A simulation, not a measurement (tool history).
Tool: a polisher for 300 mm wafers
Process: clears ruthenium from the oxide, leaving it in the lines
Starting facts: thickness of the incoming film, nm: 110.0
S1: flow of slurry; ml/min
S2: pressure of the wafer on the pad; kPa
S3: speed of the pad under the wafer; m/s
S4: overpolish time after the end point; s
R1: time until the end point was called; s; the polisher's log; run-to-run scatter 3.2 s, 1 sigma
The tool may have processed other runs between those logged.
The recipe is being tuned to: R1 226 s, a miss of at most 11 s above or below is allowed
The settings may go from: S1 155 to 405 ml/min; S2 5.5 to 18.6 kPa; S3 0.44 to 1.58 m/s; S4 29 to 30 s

run 1 hour=0 | S1=260 S2=11.7 S3=1 S4=29 | R1=157.36
run 2 hour=7.2 | S1=260 S2=11.7 S3=1 S4=29 | R1=154.97
run 3 hour=14.1 | S1=260 S2=11 S3=1 S4=29 | R1=163.07
run 4 hour=22.1 | S1=260 S2=10.3 S3=1 S4=29 | R1=170.94
run 5 hour=23.1 | S1=260 S2=9.7 S3=1 S4=29 | R1=184.68
run 6 hour=24.8 | S1=260 S2=12.4 S3=1 S4=29 | R1=150.63
run 7 hour=27.6 | S1=260 S2=11 S3=0.98 S4=29 | R1=169.36
run 8 hour=35.1 | S1=260 S2=11 S3=0.98 S4=29 | R1=167.32

Which single option among these 4 for the next run brings every result within its allowed miss of target? Just one does.
run A hour=42.6 | S1=265 S2=12.4 S3=0.98 S4=29 | R1=?
run B hour=42.6 | S1=255 S2=8.3 S3=1.04 S4=29 | R1=?
run C hour=42.6 | S1=275 S2=6.9 S3=0.88 S4=30 | R1=?
run D hour=42.6 | S1=255 S2=9.7 S3=0.82 S4=29 | R1=?

move=A R1=151.85
move=B R1=196.03
move=C R1=260.38
move=D R1=220.1
A: further off than the last run
B: closer than the last run, but not yet in spec
C: the result that was furthest off in the last run now lies on the other side of its target
D: every result within its allowed miss
The right move is D.
